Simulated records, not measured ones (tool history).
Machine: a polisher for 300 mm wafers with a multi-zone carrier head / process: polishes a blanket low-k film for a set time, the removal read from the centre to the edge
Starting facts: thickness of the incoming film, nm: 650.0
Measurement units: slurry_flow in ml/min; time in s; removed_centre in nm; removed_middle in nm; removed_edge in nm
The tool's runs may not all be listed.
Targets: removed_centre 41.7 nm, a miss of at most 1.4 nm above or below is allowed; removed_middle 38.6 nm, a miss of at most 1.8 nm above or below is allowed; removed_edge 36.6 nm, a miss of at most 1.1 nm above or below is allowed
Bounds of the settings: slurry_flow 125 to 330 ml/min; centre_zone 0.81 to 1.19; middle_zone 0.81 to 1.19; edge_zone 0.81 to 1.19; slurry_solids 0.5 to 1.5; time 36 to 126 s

run,day,slurry_flow,centre_zone,middle_zone,edge_zone,slurry_solids,time,removed_centre,removed_middle,removed_edge
1,0,210,1,1,1,1,81,35.62,35.544,34.567
2,0.038,220,1.01,1,1,1,81,35.589,35.17,35.289
3,0.346,220,0.96,1,1,1,81,34.093,35.983,35.171
4,0.462,220,0.96,1.06,1,1,81,33.972,37.694,34.861
5,0.696,220,0.96,1.06,1,1.2,81,36.871,40.585,37.964
6,0.75,220,0.98,1.06,0.99,1.2,81,37.361,41.157,37.991
7,1.05,220,1,1.05,0.98,1.2,81,38.187,40.441,37.765
8,1.396,220,1.02,1.05,0.97,1.2,81,38.862,40.265,37.746
9,1.446,220,1.03,1.05,0.96,1.2,81,39.52,40.332,36.868
10,1.588,230,1.08,0.99,0.96,1.2,81,42.368,38.515,37.985

Consider the 4 candidate settings below. Which is the only one whose results all fall within their allowed miss of target?
A,1.729,165,1.01,1.01,0.81,1.35,78,?,?,?
B,1.729,285,0.96,1.07,1.03,1.15,83,?,?,?
C,1.729,200,1.11,1.02,0.96,1.1,83,?,?,?
D,1.729,330,0.98,0.89,1.17,1.45,76,?,?,?

move,removed_centre,removed_middle,removed_edge
A,37.456,39.009,34.466
B,38.131,43.538,38.912
C,41.381,39.358,36.166
D,39.732,38.041,41.568
A: carries the result that was furthest off beyond its target, to the other side
B: misses by more than the last run did
C: all results in spec
D: misses by more than the last run did
So the answer is move C, the one that meets all the targets.
